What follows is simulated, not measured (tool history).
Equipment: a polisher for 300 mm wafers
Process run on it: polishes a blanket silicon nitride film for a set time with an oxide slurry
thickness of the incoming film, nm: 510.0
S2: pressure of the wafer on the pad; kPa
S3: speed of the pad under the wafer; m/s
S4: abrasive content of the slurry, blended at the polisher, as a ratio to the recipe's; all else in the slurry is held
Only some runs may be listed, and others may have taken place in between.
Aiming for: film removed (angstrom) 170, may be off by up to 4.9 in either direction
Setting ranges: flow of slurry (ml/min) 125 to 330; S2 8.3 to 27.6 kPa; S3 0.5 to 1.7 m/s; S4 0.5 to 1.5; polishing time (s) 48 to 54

Run 1, day 0: flow of slurry (ml/min) 210, S2 17.9 kPa, S3 1.1 m/s, S4 1, polishing time (s) 54. Result: film removed (angstrom) 306.38.
Run 2, day 0.238: flow of slurry (ml/min) 205, S2 15.9 kPa, S3 1.08 m/s, S4 1, polishing time (s) 54. Result: film removed (angstrom) 268.32.
Run 3, day 0.571: flow of slurry (ml/min) 240, S2 15.9 kPa, S3 1.08 m/s, S4 1, polishing time (s) 54. Result: film removed (angstrom) 275.66.
Run 4, day 0.929: flow of slurry (ml/min) 240, S2 20 kPa, S3 1.08 m/s, S4 1, polishing time (s) 54. Result: film removed (angstrom) 341.43.
Run 5, day 1.179: flow of slurry (ml/min) 235, S2 17.2 kPa, S3 1.06 m/s, S4 1, polishing time (s) 54. Result: film removed (angstrom) 291.8.
Run 6, day 1.45: flow of slurry (ml/min) 230, S2 15.2 kPa, S3 1.04 m/s, S4 1, polishing time (s) 54. Result: film removed (angstrom) 258.44.
Run 7, day 1.512: flow of slurry (ml/min) 225, S2 13.8 kPa, S3 1.02 m/s, S4 1, polishing time (s) 54. Result: film removed (angstrom) 228.67.
Run 8, day 1.867: flow of slurry (ml/min) 220, S2 12.4 kPa, S3 1.02 m/s, S4 1, polishing time (s) 54. Result: film removed (angstrom) 204.64.
Run 9, day 2.212: flow of slurry (ml/min) 210, S2 11.7 kPa, S3 1.02 m/s, S4 1, polishing time (s) 54. Result: film removed (angstrom) 195.56.
Run 10, day 2.317: flow of slurry (ml/min) 190, S2 9 kPa, S3 1.02 m/s, S4 1, polishing time (s) 54. Result: film removed (angstrom) 149.05.
Run 11, day 2.529: flow of slurry (ml/min) 250, S2 9.7 kPa, S3 1.02 m/s, S4 1, polishing time (s) 54. Result: film removed (angstrom) 163.97.
Run 12, day 2.708: flow of slurry (ml/min) 250, S2 10.3 kPa, S3 1.02 m/s, S4 1, polishing time (s) 54. Result: film removed (angstrom) 178.87.
Run 13, day 2.788: flow of slurry (ml/min) 245, S2 10.3 kPa, S3 1.02 m/s, S4 1, polishing time (s) 54. Result: film removed (angstrom) 177.18.

Below are 5 possible settings for the next run. Only one of them brings all results inside the allowed miss of their targets. Which is it?
Run A, day 2.867: flow of slurry (ml/min) 240, S2 11 kPa, S3 1.06 m/s, S4 0.95, polishing time (s) 54. Result: film removed (angstrom) ?.
Run B, day 2.867: flow of slurry (ml/min) 305, S2 10.3 kPa, S3 1.12 m/s, S4 0.9, polishing time (s) 54. Result: film removed (angstrom) ?.
Run C, day 2.867: flow of slurry (ml/min) 255, S2 12.4 kPa, S3 0.96 m/s, S4 1.1, polishing time (s) 49. Result: film removed (angstrom) ?.
Run D, day 2.867: flow of slurry (ml/min) 235, S2 10.3 kPa, S3 1.2 m/s, S4 0.95, polishing time (s) 53. Result: film removed (angstrom) ?.
Run E, day 2.867: flow of slurry (ml/min) 265, S2 11.7 kPa, S3 0.84 m/s, S4 1, polishing time (s) 52. Result: film removed (angstrom) ?.

move  film removed (angstrom)
   A                   186.78
   B                   183.81
   C                   186.59
   D                   186.45
   E                   168.81
A: moves away from the targets compared with the last run
B: moves away from the targets compared with the last run
C: moves away from the targets compared with the last run
D: moves away from the targets compared with the last run
E: meets every target
E meets every target.

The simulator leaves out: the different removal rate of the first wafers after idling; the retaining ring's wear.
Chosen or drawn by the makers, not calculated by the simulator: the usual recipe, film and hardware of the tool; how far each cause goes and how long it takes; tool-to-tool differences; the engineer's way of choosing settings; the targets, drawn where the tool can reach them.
